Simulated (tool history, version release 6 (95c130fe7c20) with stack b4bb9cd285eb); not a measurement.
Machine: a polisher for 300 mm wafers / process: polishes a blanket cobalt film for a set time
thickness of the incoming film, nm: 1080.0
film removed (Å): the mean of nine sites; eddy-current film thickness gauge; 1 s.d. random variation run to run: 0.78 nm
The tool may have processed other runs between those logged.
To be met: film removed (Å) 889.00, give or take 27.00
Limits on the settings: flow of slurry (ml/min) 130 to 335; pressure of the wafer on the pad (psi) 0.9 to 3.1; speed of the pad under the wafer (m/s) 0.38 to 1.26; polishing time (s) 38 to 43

| run | hour | flow of slurry (ml/min) | pressure of the wafer on the pad (psi) | speed of the pad under the wafer (m/s) | polishing time (s) | film removed (Å) |
|---|---|---|---|---|---|---|
| 1 | 0.0 | 215 | 2.0 | 0.82 | 43 | 1535.80 |
| 2 | 1.0 | 190 | 2.0 | 0.82 | 43 | 1492.50 |
| 3 | 6.1 | 185 | 1.7 | 0.82 | 43 | 1270.00 |
| 4 | 12.6 | 210 | 1.7 | 0.82 | 43 | 1303.00 |
| 5 | 14.1 | 200 | 1.5 | 0.82 | 43 | 1153.60 |
| 6 | 20.6 | 200 | 1.9 | 0.82 | 43 | 1475.30 |
| 7 | 23.5 | 195 | 1.7 | 0.82 | 43 | 1302.10 |
|  | 27.4 | head pressure recalibrated |
| 8 | 27.4 | 190 | 1.5 | 0.82 | 43 | 1076.60 |
| 9 | 31.1 | 175 | 1.5 | 0.82 | 43 | 1065.00 |
| 10 | 34.1 | 165 | 1.5 | 0.82 | 43 | 1073.90 |

4 candidate next runs follow, results not yet known. Just one meets every target within its allowed miss. Identify it.
| A | 37.1 | 155 | 1.4 | 0.76 | 41 | ? |
| B | 37.1 | 160 | 1.6 | 0.80 | 38 | ? |
| C | 37.1 | 225 | 1.3 | 0.90 | 39 | ? |
| D | 37.1 | 130 | 1.4 | 0.92 | 38 | ? |

| move | film removed (Å) |
|---|---|
| A | 884.27 |
| B | 974.18 |
| C | 936.74 |
| D | 932.36 |
A: every result within its allowed miss
B: nearer the targets than the last run, but a result is still out of spec
C: nearer the targets than the last run, but a result is still out of spec
D: nearer the targets than the last run, but a result is still out of spec
The right move is A.
